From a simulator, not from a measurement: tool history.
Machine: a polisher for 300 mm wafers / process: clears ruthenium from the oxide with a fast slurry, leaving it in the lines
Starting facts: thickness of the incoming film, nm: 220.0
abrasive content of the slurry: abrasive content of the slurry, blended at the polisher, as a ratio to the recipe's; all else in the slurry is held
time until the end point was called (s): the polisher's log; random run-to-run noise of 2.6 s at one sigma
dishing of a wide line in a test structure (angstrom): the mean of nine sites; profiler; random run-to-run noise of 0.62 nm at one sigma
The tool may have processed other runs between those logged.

| run | day | flow of slurry (ml/min) | pressure of the wafer on the pad (psi) | speed of the pad under the wafer (m/s) | abrasive content of the slurry | overpolish time after the end point (s) | time until the end point was called (s) | dishing of a wide line in a test structure (angstrom) |
|---|---|---|---|---|---|---|---|---|
| 1 | 0.000 | 130 | 1.7 | 1.30 | 1.0 | 23 | 101.01 | 398.38 |
| 2 | 0.038 | 125 | 1.4 | 1.24 | 1.0 | 25 | 129.78 | 355.33 |
| 3 | 0.329 | 125 | 1.4 | 1.24 | 1.0 | 20 | 125.47 | 294.32 |
| 4 | 0.646 | 120 | 1.2 | 1.22 | 1.0 | 23 | 150.89 | 294.05 |
| 5 | 0.967 | 90 | 1.2 | 1.22 | 1.0 | 23 | 161.60 | 274.09 |
| 6 | 1.225 | 90 | 1.2 | 0.96 | 1.0 | 23 | 206.97 | 230.46 |
| 7 | 1.288 | 95 | 1.2 | 0.96 | 1.0 | 25 | 203.60 | 239.41 |
| 8 | 1.412 | 95 | 1.2 | 0.96 | 1.0 | 27 | 206.43 | 263.65 |
|  | 1.479 | slurry blender recalibrated |
| 9 | 1.479 | 95 | 1.2 | 0.96 | 1.0 | 28 | 143.58 | 372.52 |
| 10 | 1.625 | 95 | 1.2 | 0.96 | 1.0 | 28 | 142.20 | 362.10 |

Run 11 comes next. What will it give?
| 11 | 2.000 | 90 | 1.1 | 0.88 | 1.0 | 29 | ? | ? |

time until the end point was called (s): 169.59
dishing of a wide line in a test structure (angstrom): 323.59
